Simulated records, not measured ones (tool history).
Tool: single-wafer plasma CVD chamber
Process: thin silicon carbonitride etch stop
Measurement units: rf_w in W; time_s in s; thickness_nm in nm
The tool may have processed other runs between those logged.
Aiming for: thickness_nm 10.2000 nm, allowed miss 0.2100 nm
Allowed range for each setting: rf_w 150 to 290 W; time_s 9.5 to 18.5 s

run,hour,rf_w,time_s,thickness_nm
1,0.0,220,14.0,8.0132
2,7.6,195,14.0,7.5817
3,10.9,185,14.0,7.3763
4,15.3,205,14.0,7.7396
5,18.2,205,12.8,7.1757
6,26.4,205,13.9,7.7599
7,34.5,225,14.3,8.3096
8,35.3,240,14.6,8.7369
9,41.9,250,14.8,8.9839
10,43.8,260,15.0,9.2191
11,45.0,265,15.2,9.4714
12,53.1,270,15.3,9.6164
13,61.5,275,15.4,9.7455

5 candidate next runs follow, results not yet known. Just one meets every target within its allowed miss. Identify it.
A,69.9,270,16.9,?
B,69.9,260,17.1,?
C,69.9,290,14.9,?
D,69.9,285,15.9,?
E,69.9,275,15.2,?

move,thickness_nm
A,10.6050
B,10.5660
C,9.6225
D,10.1970
E,9.6096
A: pushes the last run's worst result past its target
B: pushes the last run's worst result past its target
C: misses by more than the last run did
D: every result within its allowed miss
E: misses by more than the last run did
Answer: D
